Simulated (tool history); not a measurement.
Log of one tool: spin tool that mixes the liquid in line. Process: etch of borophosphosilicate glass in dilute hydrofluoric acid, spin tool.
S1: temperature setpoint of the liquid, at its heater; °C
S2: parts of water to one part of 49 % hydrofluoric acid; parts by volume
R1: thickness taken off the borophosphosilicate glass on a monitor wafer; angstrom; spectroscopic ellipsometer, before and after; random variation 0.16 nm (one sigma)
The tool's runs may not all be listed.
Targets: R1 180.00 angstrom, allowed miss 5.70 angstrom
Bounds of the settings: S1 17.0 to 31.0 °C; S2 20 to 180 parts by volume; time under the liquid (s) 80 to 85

Run 1, hour 0.0: S1 23.0 °C, S2 100 parts by volume, time under the liquid (s) 80. Result: R1 277.00 angstrom.
Run 2, hour 1.0: S1 23.0 °C, S2 100 parts by volume, time under the liquid (s) 80. Result: R1 276.66 angstrom.
Run 3, hour 2.9: S1 22.0 °C, S2 105 parts by volume, time under the liquid (s) 80. Result: R1 248.90 angstrom.
Run 4, hour 5.9: S1 22.0 °C, S2 105 parts by volume, time under the liquid (s) 80. Result: R1 250.99 angstrom.
Run 5, hour 14.4: S1 22.0 °C, S2 105 parts by volume, time under the liquid (s) 80. Result: R1 251.96 angstrom.
Run 6, hour 18.5: S1 23.5 °C, S2 105 parts by volume, time under the liquid (s) 80. Result: R1 264.51 angstrom.
Run 7, hour 25.4: S1 22.5 °C, S2 110 parts by volume, time under the liquid (s) 80. Result: R1 240.18 angstrom.
Run 8, hour 28.2: S1 21.5 °C, S2 110 parts by volume, time under the liquid (s) 80. Result: R1 232.00 angstrom.
Run 9, hour 35.7: S1 21.5 °C, S2 110 parts by volume, time under the liquid (s) 80. Result: R1 233.20 angstrom.
Run 10, hour 40.2: S1 21.0 °C, S2 110 parts by volume, time under the liquid (s) 80. Result: R1 229.23 angstrom.
Run 11, hour 41.5: S1 20.5 °C, S2 110 parts by volume, time under the liquid (s) 80. Result: R1 225.17 angstrom.
Run 12, hour 47.7: S1 20.0 °C, S2 110 parts by volume, time under the liquid (s) 80. Result: R1 217.79 angstrom.
Run 13, hour 54.0: S1 19.5 °C, S2 110 parts by volume, time under the liquid (s) 80. Result: R1 211.96 angstrom.
Run 14, hour 57.2: S1 19.0 °C, S2 110 parts by volume, time under the liquid (s) 80. Result: R1 210.63 angstrom.
Run 15, hour 65.2: S1 18.5 °C, S2 110 parts by volume, time under the liquid (s) 80. Result: R1 203.24 angstrom.
Run 16, hour 67.5: S1 18.5 °C, S2 110 parts by volume, time under the liquid (s) 80. Result: R1 206.60 angstrom.
Run 17, hour 73.1: S1 17.5 °C, S2 115 parts by volume, time under the liquid (s) 80. Result: R1 186.30 angstrom.

Which of these 4 next moves meets every target?
Run A, hour 78.7: S1 17.0 °C, S2 115 parts by volume, time under the liquid (s) 85. Result: R1 ?.
Run B, hour 78.7: S1 17.0 °C, S2 105 parts by volume, time under the liquid (s) 80. Result: R1 ?.
Run C, hour 78.7: S1 23.0 °C, S2 145 parts by volume, time under the liquid (s) 85. Result: R1 ?.
Run D, hour 78.7: S1 17.0 °C, S2 125 parts by volume, time under the liquid (s) 85. Result: R1 ?.

move      R1
   A  196.96
   B  205.12
   C  192.65
   D  179.38
A: further off than the last run
B: further off than the last run
C: further off than the last run
D: meets every target
The right move is D.
